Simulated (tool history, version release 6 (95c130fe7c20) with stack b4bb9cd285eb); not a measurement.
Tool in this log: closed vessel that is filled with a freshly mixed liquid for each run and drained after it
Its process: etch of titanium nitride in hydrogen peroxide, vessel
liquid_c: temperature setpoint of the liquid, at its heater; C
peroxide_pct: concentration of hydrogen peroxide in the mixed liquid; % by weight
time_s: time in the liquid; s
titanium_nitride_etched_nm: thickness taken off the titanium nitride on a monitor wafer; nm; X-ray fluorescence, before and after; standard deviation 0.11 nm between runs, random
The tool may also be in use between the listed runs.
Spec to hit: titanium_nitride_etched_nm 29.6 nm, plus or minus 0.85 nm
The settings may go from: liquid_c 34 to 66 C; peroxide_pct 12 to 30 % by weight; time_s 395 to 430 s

Run 1, day 0: liquid_c 50 C, peroxide_pct 22.5 % by weight, time_s 395 s. Result: titanium_nitride_etched_nm 13.73 nm.
Run 2, day 0.158: liquid_c 51 C, peroxide_pct 22.5 % by weight, time_s 395 s. Result: titanium_nitride_etched_nm 14.883 nm.
Run 3, day 0.217: liquid_c 52 C, peroxide_pct 22.5 % by weight, time_s 395 s. Result: titanium_nitride_etched_nm 15.852 nm.
Run 4, day 0.346: liquid_c 53 C, peroxide_pct 22.5 % by weight, time_s 395 s. Result: titanium_nitride_etched_nm 17.184 nm.
Run 5, day 0.7: liquid_c 54 C, peroxide_pct 22.5 % by weight, time_s 395 s. Result: titanium_nitride_etched_nm 18.409 nm.
Run 6, day 0.946: liquid_c 48.5 C, peroxide_pct 22.5 % by weight, time_s 395 s. Result: titanium_nitride_etched_nm 12.342 nm.
Run 7, day 1.108: liquid_c 50 C, peroxide_pct 22.5 % by weight, time_s 395 s. Result: titanium_nitride_etched_nm 13.826 nm.
Run 8, day 1.354: liquid_c 51 C, peroxide_pct 22.5 % by weight, time_s 395 s. Result: titanium_nitride_etched_nm 14.874 nm.
Run 9, day 1.508: liquid_c 51 C, peroxide_pct 22.5 % by weight, time_s 395 s. Result: titanium_nitride_etched_nm 14.793 nm.
Run 10, day 1.725: liquid_c 59 C, peroxide_pct 23 % by weight, time_s 395 s. Result: titanium_nitride_etched_nm 26.092 nm.
Run 11, day 2.021: liquid_c 60 C, peroxide_pct 23 % by weight, time_s 395 s. Result: titanium_nitride_etched_nm 27.921 nm.

Below are 4 possible settings for the next run. Only one of them brings all results inside the allowed miss of their targets. Which is it?
Run A, day 2.317: liquid_c 59 C, peroxide_pct 21 % by weight, time_s 395 s. Result: titanium_nitride_etched_nm ?.
Run B, day 2.317: liquid_c 61.5 C, peroxide_pct 20 % by weight, time_s 395 s. Result: titanium_nitride_etched_nm ?.
Run C, day 2.317: liquid_c 59 C, peroxide_pct 25.5 % by weight, time_s 410 s. Result: titanium_nitride_etched_nm ?.
Run D, day 2.317: liquid_c 59.5 C, peroxide_pct 20.5 % by weight, time_s 395 s. Result: titanium_nitride_etched_nm ?.

move  titanium_nitride_etched_nm
   A                      25.457
   B                       29.85
   C                      27.559
   D                      26.205
A: the biggest miss grows against the last run
B: meets every target
C: the biggest miss grows against the last run
D: the biggest miss grows against the last run
The move that meets every target is B.
